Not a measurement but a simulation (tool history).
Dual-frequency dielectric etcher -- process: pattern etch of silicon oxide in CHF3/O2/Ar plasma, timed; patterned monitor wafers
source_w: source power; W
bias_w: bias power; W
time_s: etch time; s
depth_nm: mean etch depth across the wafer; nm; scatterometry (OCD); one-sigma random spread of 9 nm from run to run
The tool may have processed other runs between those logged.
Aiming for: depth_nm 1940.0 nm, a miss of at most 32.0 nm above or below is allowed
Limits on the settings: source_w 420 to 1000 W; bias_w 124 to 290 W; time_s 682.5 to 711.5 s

run  hour  source_w  bias_w  time_s  depth_nm
  1   0.0       710     207   682.5    1718.9
  2   6.8       770     210   682.5    1770.4
  3  12.1       820     213   682.5    1812.2
  4  16.8       820     213   682.5    1798.4
  5  18.4       820     213   682.5    1813.1
  6  23.3       820     184   682.5    1735.2
  7  28.2       860     193   684.0    1763.5
  8  29.1       890     204   685.5    1849.9
  9  33.3       970     207   685.5    1885.7
 10  40.1       970     207   685.5    1891.2

Next run, 4 choices. One meets every target within its allowed miss, the rest don't. Which?
  A  46.9       900     192   692.5         ?
  B  46.9       980     198   707.5         ?
  C  46.9       910     192   703.0         ?
  D  46.9       950     231   698.5         ?

move  depth_nm
   A    1835.3
   B    1943.1
   C    1869.4
   D    1997.4
A: misses by more than the last run did
B: hits every target within its allowed miss
C: misses by more than the last run did
D: moves the result that the last run missed by most past its target, out the other side
So the answer is move B, the one that meets all the targets.
